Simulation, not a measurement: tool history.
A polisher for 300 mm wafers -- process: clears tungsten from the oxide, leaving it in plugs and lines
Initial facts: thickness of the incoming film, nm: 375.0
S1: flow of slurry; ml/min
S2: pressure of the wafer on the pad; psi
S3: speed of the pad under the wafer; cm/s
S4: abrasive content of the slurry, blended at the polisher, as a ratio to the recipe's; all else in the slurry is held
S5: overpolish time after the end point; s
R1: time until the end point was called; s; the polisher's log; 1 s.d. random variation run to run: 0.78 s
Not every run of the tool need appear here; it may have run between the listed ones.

| run | hour | S1 | S2 | S3 | S4 | S5 | R1 |
|---|---|---|---|---|---|---|---|
| 1 | 0 | 190 | 3.8 | 104 | 1 | 38 | 68.937 |
| 2 | 5.9 | 190 | 3.8 | 96 | 1 | 38 | 71.796 |
| 3 | 6.6 | 150 | 3.8 | 96 | 1 | 38 | 72.168 |
| 4 | 10 | 150 | 3.8 | 96 | 1 | 38 | 72.424 |
| 5 | 19 | 150 | 3.8 | 96 | 1.15 | 38 | 70.636 |
| 6 | 27.1 | 150 | 4 | 96 | 1.15 | 38 | 68.408 |
| 7 | 31.5 | 150 | 4.3 | 98 | 1.15 | 38 | 63.303 |
| 8 | 40.4 | 150 | 4.5 | 98 | 1.15 | 38 | 59.323 |
| 9 | 43.9 | 150 | 4.6 | 98 | 1.15 | 38 | 57.442 |
| 10 | 48.8 | 150 | 4.7 | 98 | 1.15 | 38 | 57.925 |

The next listed run, before its measurement:
| 11 | 52.4 | 150 | 4.8 | 98 | 1.15 | 38 | ? |

R1: 56.227 s
